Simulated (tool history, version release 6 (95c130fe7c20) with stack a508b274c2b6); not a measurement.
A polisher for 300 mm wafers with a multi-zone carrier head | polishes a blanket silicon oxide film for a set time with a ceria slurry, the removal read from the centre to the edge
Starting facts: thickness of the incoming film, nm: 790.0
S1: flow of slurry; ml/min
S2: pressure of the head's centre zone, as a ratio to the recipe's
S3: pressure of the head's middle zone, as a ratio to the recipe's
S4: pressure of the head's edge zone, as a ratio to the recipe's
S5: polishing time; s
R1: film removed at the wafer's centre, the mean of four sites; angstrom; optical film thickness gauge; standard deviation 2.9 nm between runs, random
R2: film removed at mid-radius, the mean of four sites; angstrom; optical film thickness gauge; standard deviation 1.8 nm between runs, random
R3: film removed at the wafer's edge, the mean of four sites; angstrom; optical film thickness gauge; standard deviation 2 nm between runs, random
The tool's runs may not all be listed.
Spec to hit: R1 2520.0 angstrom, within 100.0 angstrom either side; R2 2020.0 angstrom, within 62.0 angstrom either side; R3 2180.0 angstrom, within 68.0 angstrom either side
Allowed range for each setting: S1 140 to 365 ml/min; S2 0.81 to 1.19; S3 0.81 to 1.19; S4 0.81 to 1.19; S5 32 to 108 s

run,hour,S1,S2,S3,S4,S5,R1,R2,R3
1,0.0,235,1.00,1.00,1.00,70,2710.0,2693.1,2651.0
2,4.8,230,1.01,0.96,0.97,68,2615.1,2550.4,2569.6
3,10.1,230,0.95,0.96,0.97,68,2447.0,2526.0,2570.0
4,14.3,230,0.95,0.96,1.04,68,2482.5,2509.7,2629.7
5,22.1,210,0.95,0.96,1.04,68,2420.9,2482.4,2558.3
6,28.4,210,0.95,0.96,1.08,68,2447.9,2486.2,2614.9
7,36.3,205,1.00,0.94,1.06,66,2432.7,2317.3,2511.2
8,38.9,195,1.05,0.94,1.03,65,2487.5,2302.3,2463.2
9,43.9,215,1.15,0.84,0.93,58,2456.1,1873.0,2155.2
10,48.0,225,1.15,0.85,0.93,58,2466.2,1945.9,2155.7

Consider the 5 candidate settings below. Which is the only one whose results all fall within their allowed miss of target?
A,52.1,220,1.12,0.86,0.86,61,?,?,?
B,52.1,285,1.19,0.81,1.07,56,?,?,?
C,52.1,255,1.05,0.95,0.91,58,?,?,?
D,52.1,200,1.16,0.85,0.98,57,?,?,?
E,52.1,235,1.14,0.83,0.95,57,?,?,?

move,R1,R2,R3
A,2526.9,2041.8,2156.6
B,2536.0,1840.9,2212.5
C,2318.2,2149.9,2122.5
D,2398.7,1862.7,2097.9
E,2422.3,1869.3,2108.3
A: meets every target
B: further off than the last run
C: moves the result that the last run missed by most past its target, out the other side
D: further off than the last run
E: further off than the last run
So the answer is move A, the one that meets all the targets.
